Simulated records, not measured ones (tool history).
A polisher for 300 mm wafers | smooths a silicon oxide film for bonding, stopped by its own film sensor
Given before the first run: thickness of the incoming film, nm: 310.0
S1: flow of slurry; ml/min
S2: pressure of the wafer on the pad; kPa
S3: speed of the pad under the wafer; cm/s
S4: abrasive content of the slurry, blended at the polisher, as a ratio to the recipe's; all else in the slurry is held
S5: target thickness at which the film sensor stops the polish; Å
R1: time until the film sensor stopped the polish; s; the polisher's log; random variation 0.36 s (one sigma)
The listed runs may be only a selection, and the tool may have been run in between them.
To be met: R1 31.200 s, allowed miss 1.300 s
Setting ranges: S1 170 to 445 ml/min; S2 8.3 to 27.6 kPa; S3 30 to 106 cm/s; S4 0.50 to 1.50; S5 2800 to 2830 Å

run    day   S1    S2  S3    S4    S5      R1
  1  0.000  285  17.9  68  1.00  2800  44.715
  2  0.150  235  17.9  68  1.00  2800  45.625
  3  0.425  235  22.1  68  1.00  2800  37.354
  4  0.583  300  22.1  68  1.00  2800  36.365
  5  0.725  335  22.1  68  1.00  2800  36.377
  6  0.771  335  22.1  68  1.10  2800  34.513
  7  0.962  335  22.1  68  1.10  2800  35.123
  8  1.312  335  22.8  68  1.10  2800  34.081
  9  1.562  335  23.4  68  1.10  2800  32.933

Below are 4 possible settings for the next run. Only one of them brings all results inside the allowed miss of their targets. Which is it?
  A  1.812  335  18.6  78  1.00  2830   ?
  B  1.812  330  20.7  74  1.05  2800   ?
  C  1.812  335  22.8  66  1.10  2800   ?
  D  1.812  290  20.0  72  1.50  2820   ?

move      R1
   A  34.583
   B  35.607
   C  34.972
   D  31.478
A: further off than the last run
B: further off than the last run
C: further off than the last run
D: hits every target within its allowed miss
D meets every target.
